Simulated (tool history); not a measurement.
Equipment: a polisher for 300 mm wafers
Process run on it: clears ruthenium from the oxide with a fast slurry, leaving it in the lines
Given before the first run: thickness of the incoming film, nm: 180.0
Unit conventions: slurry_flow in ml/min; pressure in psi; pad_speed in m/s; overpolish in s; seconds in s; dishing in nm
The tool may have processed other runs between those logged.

Run 1, hour 0: slurry_flow 215 ml/min, pressure 2 psi, pad_speed 1.06 m/s, slurry_solids 1, overpolish 17 s. Result: seconds 67.724 s, dishing 36.21 nm.
Run 2, hour 4.3: slurry_flow 215 ml/min, pressure 1.9 psi, pad_speed 1.02 m/s, slurry_solids 1, overpolish 18 s. Result: seconds 74.338 s, dishing 35.123 nm.
Run 3, hour 9.1: slurry_flow 215 ml/min, pressure 1.9 psi, pad_speed 0.82 m/s, slurry_solids 1, overpolish 18 s. Result: seconds 91.269 s, dishing 29.77 nm.
Run 4, hour 10.7: slurry_flow 215 ml/min, pressure 1.8 psi, pad_speed 0.82 m/s, slurry_solids 1, overpolish 19 s. Result: seconds 95.646 s, dishing 30.265 nm.
Run 5, hour 13.5: slurry_flow 215 ml/min, pressure 1.7 psi, pad_speed 0.82 m/s, slurry_solids 1, overpolish 19 s. Result: seconds 98.985 s, dishing 29.935 nm.
Run 6, hour 15.5: slurry_flow 235 ml/min, pressure 1.7 psi, pad_speed 0.82 m/s, slurry_solids 1, overpolish 19 s. Result: seconds 97.185 s, dishing 30.022 nm.
Run 7, hour 19.7: slurry_flow 230 ml/min, pressure 1.6 psi, pad_speed 0.82 m/s, slurry_solids 1, overpolish 19 s. Result: seconds 101.76 s, dishing 28.4 nm.
Run 8, hour 24.1: slurry_flow 225 ml/min, pressure 1.5 psi, pad_speed 0.82 m/s, slurry_solids 1, overpolish 19 s. Result: seconds 106.63 s, dishing 27.073 nm.
Run 9, hour 29.1: slurry_flow 220 ml/min, pressure 1.4 psi, pad_speed 0.8 m/s, slurry_solids 1, overpolish 20 s. Result: seconds 114.25 s, dishing 26.68 nm.
Run 10, hour 31: slurry_flow 215 ml/min, pressure 1.3 psi, pad_speed 0.8 m/s, slurry_solids 1, overpolish 20 s. Result: seconds 121.37 s, dishing 25.403 nm.

Expected results for the next run?
Run 11, hour 32.9: slurry_flow 210 ml/min, pressure 1.3 psi, pad_speed 0.8 m/s, slurry_solids 1, overpolish 20 s. Result: seconds ?, dishing ?.

seconds: 119.18 s
dishing: 25.919 nm
